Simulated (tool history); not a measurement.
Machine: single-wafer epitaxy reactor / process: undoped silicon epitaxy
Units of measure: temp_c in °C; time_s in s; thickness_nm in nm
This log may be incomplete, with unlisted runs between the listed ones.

run	day	temp_c	time_s	thickness_nm
1	0	675	326	88.282
2	0.304	683	326	105.66
3	0.675	683	281	91.808
4	0.904	676	279	77.352
5	1.217	671	279	69.35
6	1.388	675	279	75.39

Expected results for the next run?
7	1.762	670	278	?

Run 7 produced thickness_nm 67.652 nm.
